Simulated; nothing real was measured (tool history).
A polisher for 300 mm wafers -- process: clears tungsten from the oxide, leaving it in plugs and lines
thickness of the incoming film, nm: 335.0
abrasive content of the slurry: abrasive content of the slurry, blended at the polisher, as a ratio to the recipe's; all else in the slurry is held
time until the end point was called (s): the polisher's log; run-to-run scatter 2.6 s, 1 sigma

| run | hour | flow of slurry (ml/min) | pressure of the wafer on the pad (psi) | speed of the pad under the wafer (m/s) | abrasive content of the slurry | overpolish time after the end point (s) | time until the end point was called (s) |
|---|---|---|---|---|---|---|---|
| 1 | 0.0 | 205 | 2.5 | 0.90 | 1.0 | 41 | 139.63 |
| 2 | 9.1 | 205 | 2.4 | 0.90 | 1.0 | 41 | 146.30 |
| 3 | 16.4 | 205 | 2.3 | 0.90 | 1.0 | 41 | 151.03 |
| 4 | 22.2 | 205 | 2.3 | 0.90 | 1.0 | 43 | 150.34 |
| 5 | 28.3 | 205 | 2.2 | 0.90 | 1.0 | 43 | 154.69 |
| 6 | 30.7 | 205 | 2.1 | 0.90 | 1.0 | 43 | 162.82 |
| 7 | 34.6 | 205 | 2.0 | 0.90 | 1.0 | 43 | 166.92 |
| 8 | 42.0 | 205 | 1.9 | 0.90 | 1.0 | 43 | 173.18 |

Run 9 comes next. What will it give?
| 9 | 44.9 | 205 | 1.6 | 0.90 | 1.0 | 43 | ? |

time until the end point was called (s): 193.91
